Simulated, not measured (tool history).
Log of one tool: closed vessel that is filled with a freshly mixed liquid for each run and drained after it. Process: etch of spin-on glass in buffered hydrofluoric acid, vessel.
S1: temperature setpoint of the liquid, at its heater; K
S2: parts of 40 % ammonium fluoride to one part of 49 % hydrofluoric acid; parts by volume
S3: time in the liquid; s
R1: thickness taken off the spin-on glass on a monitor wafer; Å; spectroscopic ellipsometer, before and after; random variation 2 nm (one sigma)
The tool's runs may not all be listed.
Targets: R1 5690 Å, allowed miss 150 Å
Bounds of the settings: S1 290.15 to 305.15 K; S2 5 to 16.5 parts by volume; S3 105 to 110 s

| run | day | S1 | S2 | S3 | R1 |
|---|---|---|---|---|---|
| 1 | 0 | 297.15 | 10 | 105 | 3257 |
| 2 | 0.2 | 297.15 | 10 | 110 | 3415.8 |
| 3 | 0.417 | 298.15 | 10 | 110 | 3587.5 |
| 4 | 0.692 | 299.15 | 9.5 | 110 | 3918.2 |
| 5 | 0.892 | 299.15 | 11.5 | 110 | 3320.1 |
| 6 | 1.188 | 299.15 | 13 | 110 | 2953.2 |
| 7 | 1.546 | 300.15 | 12.5 | 110 | 3209.9 |
| 8 | 1.871 | 300.65 | 12 | 110 | 3460.8 |
| 9 | 1.958 | 301.15 | 11.5 | 110 | 3679.6 |
| 10 | 2.158 | 301.65 | 11 | 110 | 3952.2 |
| 11 | 2.242 | 302.15 | 10.5 | 110 | 4243.3 |
| 12 | 2.342 | 305.15 | 8.5 | 110 | 5914.7 |

Which of these 4 next moves meets every target?
| A | 2.442 | 304.15 | 8.5 | 110 | ? |
| B | 2.442 | 304.15 | 8.5 | 105 | ? |
| C | 2.442 | 305.15 | 9.5 | 110 | ? |
| D | 2.442 | 304.65 | 7.5 | 105 | ? |

| move | R1 |
|---|---|
| A | 5624.3 |
| B | 5368.6 |
| C | 5382.6 |
| D | 6308.1 |
A: meets every target
B: takes the result that was furthest off past its target
C: takes the result that was furthest off past its target
D: further off than the last run
Move A is the one to make.
